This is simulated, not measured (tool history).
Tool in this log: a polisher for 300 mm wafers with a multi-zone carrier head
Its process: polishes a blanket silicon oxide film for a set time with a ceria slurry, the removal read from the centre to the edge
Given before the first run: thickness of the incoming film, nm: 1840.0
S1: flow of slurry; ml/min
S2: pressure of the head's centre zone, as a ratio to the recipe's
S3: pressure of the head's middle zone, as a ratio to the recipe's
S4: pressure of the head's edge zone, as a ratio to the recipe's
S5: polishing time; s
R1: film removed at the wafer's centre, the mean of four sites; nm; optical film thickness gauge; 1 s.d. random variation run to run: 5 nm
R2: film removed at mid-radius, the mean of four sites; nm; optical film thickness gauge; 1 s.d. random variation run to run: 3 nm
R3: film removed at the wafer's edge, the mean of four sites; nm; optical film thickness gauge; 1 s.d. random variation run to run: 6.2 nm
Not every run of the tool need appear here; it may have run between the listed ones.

run,hour,S1,S2,S3,S4,S5,R1,R2,R3
1,0.0,130,1.00,1.00,1.00,77,291.09,281.32,294.29
2,8.5,130,1.00,0.94,1.00,77,291.85,271.95,299.85
3,14.8,130,1.00,0.99,1.00,77,288.23,281.89,295.09
4,18.3,130,1.00,0.99,1.00,93,344.95,337.43,357.60
5,23.6,100,1.00,0.99,1.00,93,326.30,325.50,348.97
6,32.4,110,1.02,0.99,1.02,95,342.18,336.95,358.80
7,35.0,120,1.04,0.98,1.02,97,371.61,343.67,373.80

What does the tool deliver on the next run?
8,36.8,130,1.05,0.98,1.03,98,?,?,?

{"run 8": {"R1": 386.11, "R2": 349.79, "R3": 374.77}}

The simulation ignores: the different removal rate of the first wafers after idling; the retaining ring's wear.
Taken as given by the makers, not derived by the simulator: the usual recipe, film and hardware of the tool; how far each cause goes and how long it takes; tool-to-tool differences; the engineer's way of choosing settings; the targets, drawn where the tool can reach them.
